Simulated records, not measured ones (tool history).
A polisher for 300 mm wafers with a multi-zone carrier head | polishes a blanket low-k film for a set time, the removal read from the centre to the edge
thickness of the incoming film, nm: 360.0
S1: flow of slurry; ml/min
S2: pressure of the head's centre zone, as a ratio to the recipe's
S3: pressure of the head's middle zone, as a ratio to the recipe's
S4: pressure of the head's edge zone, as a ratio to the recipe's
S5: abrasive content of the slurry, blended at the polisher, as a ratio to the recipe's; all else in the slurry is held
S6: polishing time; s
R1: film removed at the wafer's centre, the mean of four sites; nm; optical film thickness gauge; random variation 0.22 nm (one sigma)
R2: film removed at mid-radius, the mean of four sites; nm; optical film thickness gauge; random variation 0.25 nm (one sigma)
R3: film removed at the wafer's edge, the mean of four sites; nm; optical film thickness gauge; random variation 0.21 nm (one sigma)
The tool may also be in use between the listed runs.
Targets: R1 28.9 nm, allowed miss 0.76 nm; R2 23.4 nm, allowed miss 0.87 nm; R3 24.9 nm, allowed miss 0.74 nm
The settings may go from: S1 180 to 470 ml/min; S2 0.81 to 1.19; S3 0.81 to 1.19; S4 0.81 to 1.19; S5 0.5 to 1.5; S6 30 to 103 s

run	hour	S1	S2	S3	S4	S5	S6	R1	R2	R3
1	0	300	1	1	1	1	66	23.945	23.933	23.603
2	6	300	0.93	1	1	1	66	22.48	24.07	23.47
3	7.2	320	1.01	0.98	1.01	1	66	24.846	23.741	23.911
4	14.3	320	1.01	0.98	1.01	1	50	18.698	17.984	18.18
5	16.6	390	1.01	0.98	1.01	1	50	18.869	18.067	18.445
6	18.1	390	1.06	0.98	1.03	1.15	51	21.319	19.469	19.811
7	21.7	390	1.06	0.98	1.03	1.15	51	20.879	19.497	19.619
8	28.7	390	1.1	0.95	1.04	1.25	54	23.819	20.526	21.788
9	31.7	390	1.13	0.95	1.04	1.35	55	25.569	21.725	22.571
10	35.7	390	1.15	0.95	1.05	1.4	56	26.977	22.196	23.243
11	43	390	1.16	0.95	1.07	1.45	56	27.988	22.297	23.576
12	47.2	395	1.15	0.95	1.08	1.45	57	28.112	23.271	24.156
13	50.1	395	1.15	0.94	1.09	1.45	57	27.795	22.535	24.705
14	58.4	395	1.16	0.95	1.09	1.45	57	27.952	22.681	24.603

Which of these 5 next moves meets every target?
A	66.7	420	1.11	0.99	1.1	1.45	58	?	?	?
B	66.7	410	1.16	0.96	1.07	1.35	60	?	?	?
C	66.7	425	1.13	0.88	1.02	1.35	59	?	?	?
D	66.7	420	1.06	1.01	1.06	1.45	56	?	?	?
E	66.7	405	1.1	0.92	1.1	1.3	59	?	?	?

move	R1	R2	R3
A	27.62	24.61	25.402
B	29.157	24.222	25.327
C	27.986	22.214	24.398
D	25.461	24.174	24.068
E	26.826	22.703	24.954
A: further off than the last run
B: meets every target
C: further off than the last run
D: further off than the last run
E: further off than the last run
Move B is the one to make.
